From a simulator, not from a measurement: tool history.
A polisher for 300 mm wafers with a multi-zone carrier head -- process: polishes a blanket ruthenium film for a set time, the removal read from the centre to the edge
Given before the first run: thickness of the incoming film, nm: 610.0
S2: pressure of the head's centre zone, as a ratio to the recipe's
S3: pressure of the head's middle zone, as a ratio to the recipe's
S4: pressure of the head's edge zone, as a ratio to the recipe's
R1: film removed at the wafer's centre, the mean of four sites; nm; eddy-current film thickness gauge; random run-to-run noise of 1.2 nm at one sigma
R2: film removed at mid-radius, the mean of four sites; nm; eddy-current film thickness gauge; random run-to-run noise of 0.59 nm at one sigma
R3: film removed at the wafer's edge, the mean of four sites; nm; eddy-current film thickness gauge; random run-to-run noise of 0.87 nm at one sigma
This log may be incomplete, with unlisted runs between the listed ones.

run 1 hour=0 | flow_of_slurry_(ml/min)=225 S2=1 S3=1 S4=1 polishing_time_(s)=81 | R1=124.17 R2=115.93 R3=108.78
run 2 hour=7.9 | flow_of_slurry_(ml/min)=220 S2=1.01 S3=0.96 S4=0.96 polishing_time_(s)=74 | R1=112.1 R2=100.61 R3=100.37
run 3 hour=12.7 | flow_of_slurry_(ml/min)=225 S2=1.04 S3=0.97 S4=0.94 polishing_time_(s)=67 | R1=107.06 R2=92.155 R3=88.488
run 4 hour=16.3 | flow_of_slurry_(ml/min)=170 S2=1.04 S3=0.97 S4=0.94 polishing_time_(s)=67 | R1=101.67 R2=88.387 R3=85.128
run 5 hour=24.7 | flow_of_slurry_(ml/min)=135 S2=1.04 S3=0.97 S4=0.94 polishing_time_(s)=67 | R1=101.33 R2=86.928 R3=84.646
run 6 hour=31.5 | flow_of_slurry_(ml/min)=135 S2=1.04 S3=0.97 S4=0.94 polishing_time_(s)=79 | R1=117.39 R2=102.59 R3=101.36
run 7 hour=32.1 | flow_of_slurry_(ml/min)=145 S2=1.05 S3=0.96 S4=0.93 polishing_time_(s)=73 | R1=110.9 R2=96.757 R3=94.658
run 8 hour=40 | flow_of_slurry_(ml/min)=150 S2=1.06 S3=0.96 S4=0.93 polishing_time_(s)=68 | R1=104.45 R2=90.022 R3=85.213
run 9 hour=41.5 | flow_of_slurry_(ml/min)=150 S2=1.07 S3=0.94 S4=0.93 polishing_time_(s)=65 | R1=101.35 R2=84.195 R3=83.169

Expected results for the next run?
run 10 hour=46.2 | flow_of_slurry_(ml/min)=150 S2=1.07 S3=0.94 S4=0.92 polishing_time_(s)=63 | R1=? R2=? R3=?

Run 10 yielded R1 95.053 nm, R2 81.895 nm, R3 79.362 nm.

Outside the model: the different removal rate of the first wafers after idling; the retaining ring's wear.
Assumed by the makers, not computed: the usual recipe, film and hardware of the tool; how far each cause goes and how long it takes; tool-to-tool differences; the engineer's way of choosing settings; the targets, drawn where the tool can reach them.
